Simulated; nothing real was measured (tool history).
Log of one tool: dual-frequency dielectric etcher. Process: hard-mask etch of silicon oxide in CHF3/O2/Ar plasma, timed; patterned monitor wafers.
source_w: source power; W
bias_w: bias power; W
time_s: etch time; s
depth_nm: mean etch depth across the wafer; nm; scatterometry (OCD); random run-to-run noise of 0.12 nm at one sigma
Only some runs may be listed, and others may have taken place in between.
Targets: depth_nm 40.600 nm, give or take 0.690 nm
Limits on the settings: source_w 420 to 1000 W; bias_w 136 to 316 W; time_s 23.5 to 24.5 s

| run | hour | source_w | bias_w | time_s | depth_nm |
|---|---|---|---|---|---|
| 1 | 0.0 | 710 | 226 | 23.5 | 48.675 |
| 2 | 2.6 | 660 | 221 | 23.5 | 46.493 |
| 3 | 9.7 | 620 | 220 | 23.5 | 44.457 |
| 4 | 16.9 | 620 | 220 | 24.5 | 46.545 |
| 5 | 22.1 | 670 | 220 | 24.5 | 48.638 |
| 6 | 25.8 | 670 | 220 | 24.5 | 49.006 |
| 7 | 33.8 | 630 | 219 | 24.5 | 47.089 |
| 8 | 35.5 | 600 | 218 | 24.5 | 45.646 |
| 9 | 37.4 | 580 | 217 | 24.5 | 44.491 |
| 10 | 40.1 | 560 | 217 | 24.5 | 43.333 |
| 11 | 46.8 | 560 | 217 | 24.5 | 43.636 |
| 12 | 52.9 | 420 | 210 | 24.5 | 34.735 |
| 13 | 56.5 | 440 | 210 | 24.5 | 36.300 |
| 14 | 62.6 | 460 | 210 | 24.5 | 37.398 |
| 15 | 68.9 | 470 | 210 | 24.5 | 38.001 |

Below are 5 possible settings for the next run. Only one of them brings all results inside the allowed miss of their targets. Which is it?
| A | 75.2 | 510 | 265 | 23.5 | ? |
| B | 75.2 | 480 | 221 | 23.5 | ? |
| C | 75.2 | 530 | 197 | 24.5 | ? |
| D | 75.2 | 430 | 209 | 24.5 | ? |
| E | 75.2 | 430 | 222 | 24.5 | ? |

| move | depth_nm |
|---|---|
| A | 41.506 |
| B | 37.444 |
| C | 40.412 |
| D | 35.161 |
| E | 35.852 |
A: moves the result that the last run missed by most past its target, out the other side
B: its largest miss is bigger than the last run's
C: all results in spec
D: its largest miss is bigger than the last run's
E: its largest miss is bigger than the last run's
The right move is C.
